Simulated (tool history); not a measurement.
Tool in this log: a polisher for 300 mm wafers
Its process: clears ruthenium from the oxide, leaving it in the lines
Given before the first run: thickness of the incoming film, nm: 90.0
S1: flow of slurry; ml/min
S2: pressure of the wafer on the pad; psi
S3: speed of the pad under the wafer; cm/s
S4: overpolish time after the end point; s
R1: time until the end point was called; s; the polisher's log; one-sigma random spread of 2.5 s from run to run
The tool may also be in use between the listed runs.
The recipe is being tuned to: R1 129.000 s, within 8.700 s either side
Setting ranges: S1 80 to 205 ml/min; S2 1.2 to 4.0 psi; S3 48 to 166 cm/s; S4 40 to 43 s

run    day   S1   S2   S3  S4       R1
  1  0.000  135  2.6  106  40   79.580
  2  0.167  135  3.2  106  40   65.195
  3  0.271  135  2.8  106  40   72.800
  4  0.442  135  3.1  106  40   63.443
  5  0.629  135  2.7  106  40   75.131
  6  0.958  135  2.3  106  40   89.798
  7  1.329  135  2.2  106  40   92.150
  8  1.458  135  2.1  106  40   98.718
  9  1.671  135  2.0  106  40   99.484
 10  1.846  135  1.9  106  40  105.860
 11  1.879  135  1.4  104  40  148.120
 12  2.104  135  1.4  104  40  145.710
 13  2.200  135  1.7  106  40  120.150

Of the 4 settings listed for the next run, only one would bring every result within its allowed miss of target. Which one?
  A  2.296  150  1.3  124  40   ?
  B  2.296  105  2.1  108  40   ?
  C  2.296  175  1.6  118  43   ?
  D  2.296  155  1.7  114  42   ?

move       R1
   A  131.090
   B   99.760
   C  110.260
   D  109.210
A: every result within its allowed miss
B: its largest miss is bigger than the last run's
C: its largest miss is bigger than the last run's
D: its largest miss is bigger than the last run's
A meets every target.

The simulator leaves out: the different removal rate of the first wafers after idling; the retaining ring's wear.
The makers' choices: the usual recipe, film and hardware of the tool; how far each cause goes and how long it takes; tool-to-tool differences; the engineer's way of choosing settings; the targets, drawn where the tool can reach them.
